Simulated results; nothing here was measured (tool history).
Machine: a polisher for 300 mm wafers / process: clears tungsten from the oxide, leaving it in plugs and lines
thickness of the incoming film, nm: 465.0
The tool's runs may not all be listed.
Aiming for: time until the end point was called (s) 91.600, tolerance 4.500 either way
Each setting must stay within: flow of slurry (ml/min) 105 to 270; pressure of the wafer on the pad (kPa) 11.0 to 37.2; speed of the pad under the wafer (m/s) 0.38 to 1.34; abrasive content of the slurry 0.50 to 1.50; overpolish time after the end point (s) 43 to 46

run,hour,flow of slurry (ml/min),pressure of the wafer on the pad (kPa),speed of the pad under the wafer (m/s),abrasive content of the slurry,overpolish time after the end point (s),time until the end point was called (s)
1,0.0,175,24.1,0.86,1.00,43,126.100
2,1.4,175,24.1,0.86,1.00,46,122.400
3,3.8,175,24.1,0.94,1.00,46,116.620
4,10.1,175,24.1,0.82,1.00,46,130.620
5,17.2,175,25.5,0.82,1.00,46,123.420
6,19.6,175,25.5,0.82,1.15,46,120.170
7,24.4,175,26.2,0.82,1.15,46,119.540
8,27.4,175,27.6,0.82,1.15,46,113.320
9,32.8,175,28.3,0.82,1.15,46,108.220
10,35.1,175,29.0,0.82,1.15,46,103.850
11,36.4,175,29.6,0.82,1.15,46,104.090

Which single option among these 5 for the next run brings every result within its allowed miss of target? Just one does.
A,37.7,210,29.0,0.80,1.05,46,?
B,37.7,155,31.7,0.88,1.15,43,?
C,37.7,190,31.0,0.78,1.10,46,?
D,37.7,160,27.6,0.78,0.95,43,?
E,37.7,180,27.6,0.80,1.10,46,?

move,time until the end point was called (s)
A,108.300
B,91.796
C,103.850
D,122.880
E,114.390
A: moves away from the targets compared with the last run
B: hits every target within its allowed miss
C: roughly where the last run was
D: moves away from the targets compared with the last run
E: moves away from the targets compared with the last run
Correct choice: B, which meets every target
